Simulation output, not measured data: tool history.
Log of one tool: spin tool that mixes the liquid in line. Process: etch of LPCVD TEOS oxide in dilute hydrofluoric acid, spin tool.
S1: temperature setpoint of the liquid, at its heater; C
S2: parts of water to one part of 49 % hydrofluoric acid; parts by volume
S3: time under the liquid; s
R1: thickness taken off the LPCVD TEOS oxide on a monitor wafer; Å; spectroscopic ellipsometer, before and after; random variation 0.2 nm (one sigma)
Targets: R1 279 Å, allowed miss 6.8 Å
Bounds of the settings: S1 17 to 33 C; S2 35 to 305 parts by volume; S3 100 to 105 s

run 1 hour=0 | S1=25 S2=170 S3=100 | R1=202.21
run 2 hour=8.1 | S1=25 S2=170 S3=100 | R1=202.82
run 3 hour=11.9 | S1=25 S2=170 S3=105 | R1=209.85
run 4 hour=13.1 | S1=25 S2=210 S3=105 | R1=165.05
run 5 hour=15.8 | S1=25 S2=230 S3=105 | R1=145.76
run 6 hour=17.2 | S1=27 S2=230 S3=105 | R1=158.6
run 7 hour=24.9 | S1=28.5 S2=220 S3=105 | R1=176.8
run 8 hour=32.4 | S1=29.5 S2=210 S3=105 | R1=194.28
run 9 hour=37.9 | S1=30.5 S2=200 S3=105 | R1=211.99
run 10 hour=46.9 | S1=31 S2=190 S3=105 | R1=230.19
run 11 hour=53 | S1=31 S2=190 S3=105 | R1=230.49

5 next moves are on the table. One of them brings every result within its allowed miss. Which?
run A hour=59.1 | S1=27 S2=185 S3=105 | R1=?
run B hour=59.1 | S1=33 S2=190 S3=105 | R1=?
run C hour=59.1 | S1=32 S2=160 S3=105 | R1=?
run D hour=59.1 | S1=30.5 S2=155 S3=105 | R1=?
run E hour=59.1 | S1=33 S2=165 S3=100 | R1=?

move=A R1=206.49
move=B R1=246.34
move=C R1=294.24
move=D R1=290.01
move=E R1=279.41
A: further off than the last run
B: nearer than the last run, and not there yet
C: takes the result that was furthest off past its target
D: takes the result that was furthest off past its target
E: meets every target
The right move is E.

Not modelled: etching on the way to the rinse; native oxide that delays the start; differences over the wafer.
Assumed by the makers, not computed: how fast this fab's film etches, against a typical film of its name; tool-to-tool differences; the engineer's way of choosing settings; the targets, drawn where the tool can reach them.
